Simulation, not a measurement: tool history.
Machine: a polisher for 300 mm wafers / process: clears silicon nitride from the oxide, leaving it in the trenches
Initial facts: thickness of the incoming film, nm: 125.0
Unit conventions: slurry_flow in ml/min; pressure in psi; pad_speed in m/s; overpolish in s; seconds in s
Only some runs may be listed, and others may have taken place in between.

run	day	slurry_flow	pressure	pad_speed	overpolish	seconds
1	0	125	2.1	1.28	4	117.99
2	0.096	125	2.3	1.3	4	108.55
3	0.279	155	2.3	1.3	4	97.874
4	0.325	140	2.3	1.3	4	103.76
5	0.688	145	2.5	1.32	4	91.799
6	0.767	150	2.6	1.34	4	87.021
7	0.917	155	2.7	1.36	4	84.251

What does the tool deliver on the next run?
8	0.992	155	2.8	1.38	4	?

seconds: 79.757 s
